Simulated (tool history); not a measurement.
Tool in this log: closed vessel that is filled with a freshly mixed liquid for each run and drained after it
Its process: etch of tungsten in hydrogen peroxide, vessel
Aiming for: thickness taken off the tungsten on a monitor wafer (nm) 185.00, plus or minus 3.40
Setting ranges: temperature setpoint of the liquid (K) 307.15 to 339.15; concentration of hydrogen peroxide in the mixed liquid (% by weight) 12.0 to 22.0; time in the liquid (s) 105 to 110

| run | hour | temperature setpoint of the liquid (K) | concentration of hydrogen peroxide in the mixed liquid (% by weight) | time in the liquid (s) | thickness taken off the tungsten on a monitor wafer (nm) |
|---|---|---|---|---|---|
| 1 | 0.0 | 323.15 | 15.0 | 105 | 114.93 |
| 2 | 1.4 | 324.65 | 15.0 | 105 | 127.41 |
| 3 | 8.1 | 325.65 | 15.0 | 105 | 133.72 |
| 4 | 16.6 | 326.65 | 15.0 | 105 | 143.55 |
| 5 | 23.2 | 326.65 | 15.0 | 105 | 142.99 |
| 6 | 31.3 | 327.65 | 15.0 | 105 | 150.97 |
| 7 | 32.2 | 328.15 | 15.0 | 105 | 156.58 |
| 8 | 40.3 | 328.65 | 15.0 | 105 | 160.30 |
| 9 | 48.5 | 329.15 | 15.0 | 105 | 167.29 |
| 10 | 57.3 | 329.65 | 15.0 | 105 | 169.90 |
| 11 | 64.2 | 330.15 | 15.0 | 105 | 175.32 |
| 12 | 70.9 | 330.65 | 15.0 | 105 | 181.16 |

Pick the move, out of 5, that brings all results within their allowed miss; only one does.
| A | 77.6 | 329.15 | 17.0 | 105 | ? |
| B | 77.6 | 331.15 | 12.5 | 110 | ? |
| C | 77.6 | 330.15 | 15.5 | 105 | ? |
| D | 77.6 | 328.15 | 17.5 | 110 | ? |
| E | 77.6 | 329.15 | 18.5 | 105 | ? |

| move | thickness taken off the tungsten on a monitor wafer (nm) |
|---|---|
| A | 177.04 |
| B | 178.80 |
| C | 179.28 |
| D | 177.38 |
| E | 184.69 |
A: further off than the last run
B: further off than the last run
C: further off than the last run
D: further off than the last run
E: every result lands within tolerance
E is the move that brings every result within its allowed miss.

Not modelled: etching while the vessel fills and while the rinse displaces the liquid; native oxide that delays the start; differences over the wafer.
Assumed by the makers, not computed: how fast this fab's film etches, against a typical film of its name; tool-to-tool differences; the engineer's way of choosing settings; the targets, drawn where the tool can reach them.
